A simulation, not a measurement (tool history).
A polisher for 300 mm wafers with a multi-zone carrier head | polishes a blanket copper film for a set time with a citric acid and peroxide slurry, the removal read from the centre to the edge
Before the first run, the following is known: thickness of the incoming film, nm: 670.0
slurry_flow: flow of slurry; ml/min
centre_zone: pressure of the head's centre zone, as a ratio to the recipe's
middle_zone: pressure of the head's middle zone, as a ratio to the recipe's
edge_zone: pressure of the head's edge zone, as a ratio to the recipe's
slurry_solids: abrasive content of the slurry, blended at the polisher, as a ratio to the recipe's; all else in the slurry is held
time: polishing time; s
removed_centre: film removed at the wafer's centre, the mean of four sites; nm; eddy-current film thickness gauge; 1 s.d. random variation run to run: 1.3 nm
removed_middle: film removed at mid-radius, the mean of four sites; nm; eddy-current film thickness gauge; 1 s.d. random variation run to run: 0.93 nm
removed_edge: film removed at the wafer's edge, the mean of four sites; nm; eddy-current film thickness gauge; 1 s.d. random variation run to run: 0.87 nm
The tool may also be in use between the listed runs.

run	hour	slurry_flow	centre_zone	middle_zone	edge_zone	slurry_solids	time	removed_centre	removed_middle	removed_edge
1	0	215	1	1	1	1	39	109.59	105.72	107.79
2	5.2	245	1	1	1	1	39	112.76	105.94	109.11
3	13.7	200	1	1	1	1	39	109	105.17	107.13
4	18.6	200	0.95	1	1	1	39	102.61	103.86	109.3
5	22.8	200	0.95	1	1	0.8	39	96.058	98.048	103.05
6	24.8	200	0.95	1	1	0.65	39	94.345	94.79	99.436

The next listed run, before its measurement:
7	33.3	205	0.98	0.95	0.97	0.6	38	?	?	?

{"run 7": {"removed_centre": 93.189, "removed_middle": 87.611, "removed_edge": 91.882}}
